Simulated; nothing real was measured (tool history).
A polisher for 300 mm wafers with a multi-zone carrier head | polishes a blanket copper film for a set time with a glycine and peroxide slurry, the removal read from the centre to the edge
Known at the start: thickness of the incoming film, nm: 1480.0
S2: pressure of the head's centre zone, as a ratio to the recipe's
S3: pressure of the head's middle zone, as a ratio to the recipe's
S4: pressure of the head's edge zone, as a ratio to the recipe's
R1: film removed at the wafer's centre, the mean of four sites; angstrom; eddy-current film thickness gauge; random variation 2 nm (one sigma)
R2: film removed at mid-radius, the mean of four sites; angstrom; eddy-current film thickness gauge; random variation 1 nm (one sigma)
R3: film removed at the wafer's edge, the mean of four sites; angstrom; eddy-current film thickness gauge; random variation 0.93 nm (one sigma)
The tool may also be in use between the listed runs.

run 1 hour=0 | flow_of_slurry_(ml/min)=150 S2=1 S3=1 S4=1 polishing_time_(s)=37 | R1=2763 R2=2746.1 R3=2649.7
run 2 hour=3.3 | flow_of_slurry_(ml/min)=145 S2=1 S3=0.97 S4=0.97 polishing_time_(s)=34 | R1=2552.3 R2=2469.4 R3=2413
run 3 hour=4.4 | flow_of_slurry_(ml/min)=145 S2=1.05 S3=0.97 S4=0.97 polishing_time_(s)=34 | R1=2631.3 R2=2462 R3=2390.7
run 4 hour=12.1 | flow_of_slurry_(ml/min)=140 S2=1.04 S3=0.95 S4=0.95 polishing_time_(s)=31 | R1=2360.3 R2=2201.1 R3=2169.3
run 5 hour=15.8 | flow_of_slurry_(ml/min)=135 S2=1.04 S3=0.93 S4=0.93 polishing_time_(s)=29 | R1=2258 R2=1984.5 R3=1988.8
run 6 hour=20.3 | flow_of_slurry_(ml/min)=150 S2=1.04 S3=0.93 S4=0.93 polishing_time_(s)=29 | R1=2237.6 R2=2026.7 R3=2002.7
run 7 hour=28.2 | flow_of_slurry_(ml/min)=150 S2=1.02 S3=0.91 S4=0.91 polishing_time_(s)=28 | R1=2168.4 R2=1925.7 R3=1935.2
run 8 hour=37.1 | flow_of_slurry_(ml/min)=110 S2=0.94 S3=0.86 S4=0.82 polishing_time_(s)=21 | R1=1394.1 R2=1301 R3=1322.3

Forecast run 9:
run 9 hour=37.8 | flow_of_slurry_(ml/min)=120 S2=0.94 S3=0.86 S4=0.83 polishing_time_(s)=21 | R1=? R2=? R3=?

{"run 9": {"R1": 1447.8, "R2": 1297.1, "R3": 1334.2}}

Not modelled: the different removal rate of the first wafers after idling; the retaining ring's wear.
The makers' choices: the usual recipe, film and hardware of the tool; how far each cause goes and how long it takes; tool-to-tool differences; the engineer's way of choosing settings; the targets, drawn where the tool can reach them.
